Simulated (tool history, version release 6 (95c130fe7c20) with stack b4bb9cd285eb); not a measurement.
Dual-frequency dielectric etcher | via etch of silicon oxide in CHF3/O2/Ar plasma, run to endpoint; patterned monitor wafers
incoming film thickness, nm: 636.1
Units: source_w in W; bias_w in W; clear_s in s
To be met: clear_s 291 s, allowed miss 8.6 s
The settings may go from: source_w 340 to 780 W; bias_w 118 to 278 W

{"run": 1, "hour": 0.0, "source_w": 560, "bias_w": 198, "clear_s": 334.82}
{"run": 2, "hour": 1.7, "source_w": 560, "bias_w": 215, "clear_s": 326.55}
{"run": 3, "hour": 7.0, "source_w": 480, "bias_w": 215, "clear_s": 346.72}
{"run": 4, "hour": 9.2, "source_w": 440, "bias_w": 215, "clear_s": 359.55}
{"run": 5, "hour": 15.1, "source_w": 500, "bias_w": 215, "clear_s": 340.13}
{"run": 6, "hour": 22.6, "source_w": 520, "bias_w": 217, "clear_s": 335.67}
{"run": 7, "hour": 23.5, "source_w": 540, "bias_w": 219, "clear_s": 329.89}
{"run": 8, "hour": 27.4, "source_w": 560, "bias_w": 221, "clear_s": 324.54}
{"run": 9, "hour": 34.8, "source_w": 570, "bias_w": 223, "clear_s": 317.77}
{"run": 10, "hour": 40.2, "source_w": 580, "bias_w": 224, "clear_s": 320.12}
{"run": 11, "hour": 47.2, "source_w": 590, "bias_w": 226, "clear_s": 314.4}
{"run": 12, "hour": 53.4, "source_w": 600, "bias_w": 227, "clear_s": 313.46}
{"run": 13, "hour": 58.3, "source_w": 610, "bias_w": 229, "clear_s": 308.95}

4 next moves are on the table. One of them brings every result within its allowed miss. Which?
{"run": "A", "hour": 63.2, "source_w": 500, "bias_w": 223, "clear_s": "?"}
{"run": "B", "hour": 63.2, "source_w": 600, "bias_w": 234, "clear_s": "?"}
{"run": "C", "hour": 63.2, "source_w": 670, "bias_w": 243, "clear_s": "?"}
{"run": "D", "hour": 63.2, "source_w": 570, "bias_w": 235, "clear_s": "?"}

move=A clear_s=334.06
move=B clear_s=306.45
move=C clear_s=290.14
move=D clear_s=312.25
A: further off than the last run
B: nearer than the last run, and not there yet
C: meets every target
D: further off than the last run
Answer: C

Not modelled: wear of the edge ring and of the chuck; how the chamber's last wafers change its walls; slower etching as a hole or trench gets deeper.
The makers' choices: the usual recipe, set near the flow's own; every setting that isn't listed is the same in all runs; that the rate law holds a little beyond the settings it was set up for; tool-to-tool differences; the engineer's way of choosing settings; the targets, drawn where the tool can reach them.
